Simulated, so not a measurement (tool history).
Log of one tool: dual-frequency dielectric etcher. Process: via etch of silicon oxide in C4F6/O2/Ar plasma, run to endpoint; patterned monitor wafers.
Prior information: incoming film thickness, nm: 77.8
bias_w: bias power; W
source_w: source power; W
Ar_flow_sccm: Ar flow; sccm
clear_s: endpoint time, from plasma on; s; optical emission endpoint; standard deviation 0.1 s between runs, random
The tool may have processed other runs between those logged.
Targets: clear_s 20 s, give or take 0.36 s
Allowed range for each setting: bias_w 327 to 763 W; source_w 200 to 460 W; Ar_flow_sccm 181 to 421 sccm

run,hour,bias_w,source_w,Ar_flow_sccm,clear_s
1,0,545,330,301,17.869
2,4.4,631,330,301,16.554
3,7.9,631,380,301,15.272
4,15.4,631,380,268,15.195
5,17.1,557,380,268,15.972
6,21,523,380,268,16.702
7,28.9,477,380,268,17.485
8,30.8,368,370,270,20.487
9,35.1,373,370,270,20.602

Which single option among these 4 for the next run brings every result within its allowed miss of target? Just one does.
A,39.4,387,350,291,?
B,39.4,364,350,261,?
C,39.4,345,380,324,?
D,39.4,394,370,284,?

move,clear_s
A,20.66
B,21.091
C,21.555
D,19.838
A: lands further from the targets than the last run did
B: lands further from the targets than the last run did
C: lands further from the targets than the last run did
D: all results in spec
Move D is the one to make.

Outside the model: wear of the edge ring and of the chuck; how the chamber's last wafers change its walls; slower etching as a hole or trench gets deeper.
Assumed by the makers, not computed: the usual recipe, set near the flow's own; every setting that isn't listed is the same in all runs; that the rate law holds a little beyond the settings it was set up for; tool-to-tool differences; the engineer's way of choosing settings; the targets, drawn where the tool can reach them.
